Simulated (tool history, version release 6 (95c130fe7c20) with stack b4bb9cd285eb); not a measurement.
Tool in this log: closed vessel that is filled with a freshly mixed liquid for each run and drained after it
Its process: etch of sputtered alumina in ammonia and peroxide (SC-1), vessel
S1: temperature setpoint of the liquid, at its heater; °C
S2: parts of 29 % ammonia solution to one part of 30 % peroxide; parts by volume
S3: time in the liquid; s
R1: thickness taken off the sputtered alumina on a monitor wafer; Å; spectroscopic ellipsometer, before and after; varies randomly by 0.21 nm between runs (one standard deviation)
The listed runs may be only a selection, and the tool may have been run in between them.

| run | day | S1 | S2 | S3 | R1 |
|---|---|---|---|---|---|
| 1 | 0.000 | 55.0 | 0.75 | 265 | 173.54 |
| 2 | 0.179 | 50.5 | 0.75 | 265 | 137.08 |
| 3 | 0.412 | 55.0 | 0.75 | 265 | 172.39 |
| 4 | 0.738 | 55.0 | 0.75 | 280 | 182.29 |
| 5 | 1.100 | 58.0 | 0.75 | 280 | 212.89 |
| 6 | 1.317 | 60.0 | 0.75 | 280 | 238.68 |
| 7 | 1.375 | 61.0 | 0.75 | 280 | 251.46 |

What does the tool deliver on the next run?
| 8 | 1.746 | 61.5 | 0.75 | 280 | ? |

Run 8 produced R1 257.87 Å.
